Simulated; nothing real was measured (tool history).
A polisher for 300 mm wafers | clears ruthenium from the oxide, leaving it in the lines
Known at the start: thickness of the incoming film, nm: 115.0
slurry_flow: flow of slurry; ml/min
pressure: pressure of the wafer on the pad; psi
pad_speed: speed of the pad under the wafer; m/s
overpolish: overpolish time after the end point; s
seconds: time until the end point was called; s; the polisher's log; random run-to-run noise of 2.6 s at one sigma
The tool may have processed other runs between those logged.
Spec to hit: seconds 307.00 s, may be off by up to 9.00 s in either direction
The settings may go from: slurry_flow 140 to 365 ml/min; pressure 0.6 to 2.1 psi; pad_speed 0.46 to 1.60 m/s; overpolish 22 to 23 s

| run | hour | slurry_flow | pressure | pad_speed | overpolish | seconds |
|---|---|---|---|---|---|---|
| 1 | 0.0 | 235 | 1.3 | 1.02 | 22 | 152.17 |
| 2 | 3.2 | 205 | 1.3 | 1.02 | 22 | 156.20 |
| 3 | 6.1 | 200 | 1.1 | 1.00 | 22 | 186.55 |
| 4 | 10.1 | 200 | 1.1 | 1.20 | 22 | 157.64 |
| 5 | 16.0 | 200 | 1.1 | 0.98 | 22 | 190.97 |
| 6 | 21.6 | 150 | 1.1 | 0.98 | 22 | 199.76 |
| 7 | 26.7 | 150 | 1.0 | 0.98 | 22 | 215.91 |
| 8 | 34.4 | 150 | 0.9 | 0.98 | 22 | 240.80 |
| 9 | 39.4 | 150 | 0.8 | 0.98 | 22 | 270.72 |

Pick the move, out of 5, that brings all results within their allowed miss; only one does.
| A | 44.4 | 175 | 0.6 | 1.04 | 23 | ? |
| B | 44.4 | 140 | 0.6 | 1.14 | 22 | ? |
| C | 44.4 | 140 | 0.6 | 1.06 | 22 | ? |
| D | 44.4 | 240 | 0.7 | 0.86 | 23 | ? |
| E | 44.4 | 220 | 1.0 | 0.82 | 23 | ? |

| move | seconds |
|---|---|
| A | 322.81 |
| B | 304.40 |
| C | 326.70 |
| D | 323.79 |
| E | 243.42 |
A: the result that was furthest off in the last run now lies on the other side of its target
B: every result lands within tolerance
C: the result that was furthest off in the last run now lies on the other side of its target
D: the result that was furthest off in the last run now lies on the other side of its target
E: further off than the last run
Move B is the one to make.
